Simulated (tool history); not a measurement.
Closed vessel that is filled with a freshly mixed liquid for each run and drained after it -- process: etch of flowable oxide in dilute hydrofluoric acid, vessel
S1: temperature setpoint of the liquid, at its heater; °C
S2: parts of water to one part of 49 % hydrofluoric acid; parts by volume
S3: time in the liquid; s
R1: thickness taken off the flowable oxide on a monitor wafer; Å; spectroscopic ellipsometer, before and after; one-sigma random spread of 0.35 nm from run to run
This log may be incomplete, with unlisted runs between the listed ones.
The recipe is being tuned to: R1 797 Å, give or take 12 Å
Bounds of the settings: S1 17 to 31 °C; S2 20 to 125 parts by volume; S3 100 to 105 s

| run | hour | S1 | S2 | S3 | R1 |
|---|---|---|---|---|---|
| 1 | 0 | 23 | 70 | 100 | 383.81 |
| 2 | 7.4 | 23 | 55 | 100 | 503.21 |
| 3 | 11.9 | 23 | 65 | 100 | 415.98 |
| 4 | 15.2 | 25 | 65 | 100 | 451.56 |
| 5 | 21.4 | 25 | 85 | 100 | 339.3 |
| 6 | 29.7 | 25 | 65 | 100 | 453.64 |
| 7 | 35.5 | 26 | 60 | 100 | 516.88 |
| 8 | 38.6 | 26.5 | 60 | 100 | 527.43 |
| 9 | 45.9 | 27 | 60 | 100 | 534.72 |
| 10 | 52.4 | 27.5 | 60 | 100 | 548.69 |
| 11 | 60.1 | 28 | 60 | 100 | 557.76 |
|  | 66.5 | hydrofluoric acid flow meter replaced |
| 12 | 66.5 | 28.5 | 60 | 100 | 617.11 |
| 13 | 73.8 | 29 | 60 | 100 | 631.15 |
| 14 | 76.4 | 29.5 | 60 | 100 | 646.65 |
| 15 | 79.6 | 30.5 | 55 | 100 | 738.9 |
| 16 | 82.7 | 30.5 | 55 | 100 | 734.62 |
| 17 | 86.3 | 31 | 55 | 100 | 751.7 |
| 18 | 89.1 | 31 | 55 | 100 | 748.53 |
| 19 | 94.6 | 31 | 50 | 100 | 831.62 |
| 20 | 102.6 | 30.5 | 50 | 100 | 817.33 |

Which single option among these 4 for the next run brings every result within its allowed miss of target? Just one does.
| A | 110.6 | 30.5 | 50 | 105 | ? |
| B | 110.6 | 30 | 50 | 100 | ? |
| C | 110.6 | 29 | 45 | 100 | ? |
| D | 110.6 | 30 | 50 | 105 | ? |

| move | R1 |
|---|---|
| A | 852.58 |
| B | 796.24 |
| C | 856.96 |
| D | 836.05 |
A: the biggest miss grows against the last run
B: meets every target
C: the biggest miss grows against the last run
D: the biggest miss grows against the last run
The right move is B.
